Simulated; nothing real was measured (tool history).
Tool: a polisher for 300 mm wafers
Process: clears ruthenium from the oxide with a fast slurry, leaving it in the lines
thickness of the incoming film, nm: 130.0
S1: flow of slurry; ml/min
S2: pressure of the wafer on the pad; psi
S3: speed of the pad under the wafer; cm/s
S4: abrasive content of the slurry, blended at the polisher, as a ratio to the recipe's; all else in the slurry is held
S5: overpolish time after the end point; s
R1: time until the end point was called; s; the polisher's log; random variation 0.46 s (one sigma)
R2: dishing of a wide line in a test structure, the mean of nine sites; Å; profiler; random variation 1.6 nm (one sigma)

run  hour   S1   S2  S3  S4  S5      R1      R2
  1     0  125  2.9  82   1  25  44.315  637.86
  2   1.2  125  3.4  82   1  25  38.303   722.6
  3   3.5  120  3.5  82   1  27  36.049  783.07
  4   8.5  120  4.2  82   1  27  30.239  913.43
  5  17.4  120  4.1  82   1  29  30.218  961.12
  6  18.5  120  4.1  82   1  33  31.739  1066.9

Forecast run 7:
  7  22.4  120  4.1  82   1  34   ?   ?

Run 7 gave R1 30.718 s, R2 1097 Å.
